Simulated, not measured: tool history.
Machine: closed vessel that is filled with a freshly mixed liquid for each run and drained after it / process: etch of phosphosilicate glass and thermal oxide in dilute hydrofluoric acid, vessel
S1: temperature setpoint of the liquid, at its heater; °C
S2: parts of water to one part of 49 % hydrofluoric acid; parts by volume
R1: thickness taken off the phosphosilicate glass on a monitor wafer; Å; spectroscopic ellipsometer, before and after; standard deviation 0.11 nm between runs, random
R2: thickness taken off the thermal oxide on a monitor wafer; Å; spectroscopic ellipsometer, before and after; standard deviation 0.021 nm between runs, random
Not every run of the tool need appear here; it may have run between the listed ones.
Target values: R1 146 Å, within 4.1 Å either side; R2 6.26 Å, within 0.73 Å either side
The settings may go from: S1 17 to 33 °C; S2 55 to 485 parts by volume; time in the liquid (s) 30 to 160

Run 1, hour 0: S1 25 °C, S2 270 parts by volume, time in the liquid (s) 80. Result: R1 277.79 Å, R2 11.317 Å.
Run 2, hour 3.3: S1 23 °C, S2 290 parts by volume, time in the liquid (s) 80. Result: R1 232 Å, R2 10.304 Å.
Run 3, hour 4.2: S1 23 °C, S2 315 parts by volume, time in the liquid (s) 80. Result: R1 208.24 Å, R2 9.1426 Å.
Run 4, hour 10.6: S1 23 °C, S2 315 parts by volume, time in the liquid (s) 110. Result: R1 289.34 Å, R2 11.965 Å.
Run 5, hour 11.4: S1 23 °C, S2 390 parts by volume, time in the liquid (s) 110. Result: R1 214.89 Å, R2 8.9573 Å.
Run 6, hour 18.7: S1 25 °C, S2 390 parts by volume, time in the liquid (s) 110. Result: R1 232.16 Å, R2 9.7664 Å.
Run 7, hour 22.6: S1 23 °C, S2 400 parts by volume, time in the liquid (s) 110. Result: R1 208.79 Å, R2 9.5471 Å.
Run 8, hour 26.2: S1 23 °C, S2 420 parts by volume, time in the liquid (s) 110. Result: R1 196.7 Å, R2 8.3053 Å.
Run 9, hour 34.7: S1 21.5 °C, S2 430 parts by volume, time in the liquid (s) 110. Result: R1 180.2 Å, R2 8.3993 Å.
Run 10, hour 41.9: S1 24.5 °C, S2 485 parts by volume, time in the liquid (s) 110. Result: R1 170.52 Å, R2 7.2719 Å.

Consider the 4 candidate settings below. Which is the only one whose results all fall within their allowed miss of target?
Run A, hour 49.1: S1 19.5 °C, S2 310 parts by volume, time in the liquid (s) 90. Result: R1 ?, R2 ?.
Run B, hour 49.1: S1 33 °C, S2 485 parts by volume, time in the liquid (s) 105. Result: R1 ?, R2 ?.
Run C, hour 49.1: S1 26 °C, S2 485 parts by volume, time in the liquid (s) 90. Result: R1 ?, R2 ?.
Run D, hour 49.1: S1 33 °C, S2 445 parts by volume, time in the liquid (s) 70. Result: R1 ?, R2 ?.

move      R1      R2
   A  214.89   9.701
   B  209.56  9.4604
   C  146.53  6.6149
   D  158.43  7.1525
A: further off than the last run
B: further off than the last run
C: every result lands within tolerance
D: an improvement on the last run, though not all results are within tolerance
Go with C: it meets all targets.
